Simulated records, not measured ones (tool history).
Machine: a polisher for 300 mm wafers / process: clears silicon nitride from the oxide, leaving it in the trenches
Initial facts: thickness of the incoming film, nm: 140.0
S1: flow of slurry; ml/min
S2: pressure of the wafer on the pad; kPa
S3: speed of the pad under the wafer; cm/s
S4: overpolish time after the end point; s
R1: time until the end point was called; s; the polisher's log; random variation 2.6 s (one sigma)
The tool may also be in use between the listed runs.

| run | hour | S1 | S2 | S3 | S4 | R1 |
|---|---|---|---|---|---|---|
| 1 | 0.0 | 140 | 23.4 | 110 | 14 | 121.09 |
| 2 | 4.6 | 135 | 20.7 | 104 | 14 | 139.31 |
| 3 | 8.1 | 160 | 20.7 | 104 | 14 | 133.98 |
| 4 | 9.7 | 150 | 18.6 | 98 | 14 | 154.74 |
| 5 | 10.4 | 140 | 16.5 | 92 | 14 | 180.73 |
| 6 | 13.3 | 140 | 16.5 | 92 | 15 | 178.44 |
| 7 | 17.8 | 135 | 15.2 | 88 | 15 | 195.03 |

Run 8 is up next; what results do you expect?
| 8 | 26.4 | 130 | 13.8 | 84 | 15 | ? |

Run 8 gave R1 219.30 s.
